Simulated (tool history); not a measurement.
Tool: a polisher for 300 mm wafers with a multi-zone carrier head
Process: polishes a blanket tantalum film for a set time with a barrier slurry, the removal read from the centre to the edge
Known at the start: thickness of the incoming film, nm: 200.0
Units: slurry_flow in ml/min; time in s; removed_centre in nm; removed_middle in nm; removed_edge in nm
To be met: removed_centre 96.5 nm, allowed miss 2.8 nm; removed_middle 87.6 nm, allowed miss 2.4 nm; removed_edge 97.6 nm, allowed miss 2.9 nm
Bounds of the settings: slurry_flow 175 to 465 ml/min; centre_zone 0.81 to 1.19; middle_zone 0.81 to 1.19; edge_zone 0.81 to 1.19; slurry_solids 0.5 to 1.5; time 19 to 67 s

run,hour,slurry_flow,centre_zone,middle_zone,edge_zone,slurry_solids,time,removed_centre,removed_middle,removed_edge
1,0,295,1,1,1,1,43,60.004,59.865,62.468
2,2,295,1,0.93,1,1,43,58.826,56.436,61.343
3,10.1,295,1,0.93,1,1,34,47.501,44.336,49.267
4,11.9,220,1,0.93,1,1,34,46.123,43.018,47.818
5,17.4,220,1,1.01,1,1,34,46.334,46.709,47.906
6,19.9,175,1,1.01,1,1,34,45.282,45.577,47.379
7,28.4,190,1.02,1.01,1.03,1.05,36,49.826,49.09,51.427
8,34.5,205,1.03,1.01,1.05,1.1,38,53.661,52.998,55.498
9,42.8,220,1.04,1,1.07,1.15,40,58.416,56.19,60.461
10,51.3,240,1.05,1,1.09,1.2,41,61.291,59.416,63.608
11,59.4,235,1.14,0.96,1.19,1.45,53,88.523,75.745,89.353
12,66,245,1.14,0.97,1.19,1.45,53,89.821,77.586,90.016
13,68.5,260,1.14,0.97,1.19,1.45,53,89.13,79.129,88.154
14,72.6,255,1.14,0.97,1.19,1.45,53,90.198,78.835,87.773
15,76.3,250,1.14,0.97,1.19,1.45,54,91.898,79.8,91.67
16,81,255,1.13,0.99,1.19,1.5,55,92.71,82.993,93.571

5 next moves are on the table. One of them brings every result within its allowed miss. Which?
A,85.7,315,0.97,0.99,1.19,1.35,59,?,?,?
B,85.7,270,1.08,0.91,1.15,1.4,58,?,?,?
C,85.7,360,1.19,1.03,1.12,1.4,52,?,?,?
D,85.7,330,1.07,0.96,1.15,1.5,58,?,?,?
E,85.7,175,1,0.95,1.19,1.5,60,?,?,?

move,removed_centre,removed_middle,removed_edge
A,88.095,88.446,99.467
B,94.309,81.199,96.463
C,93.664,81.753,86.547
D,96.448,87.13,98.874
E,89.936,85.644,100.56
A: brings the result that was furthest off to its target, and leaves another outside
B: further off than the last run
C: further off than the last run
D: meets every target
E: brings the result that was furthest off to its target, and leaves another outside
The right move is D.
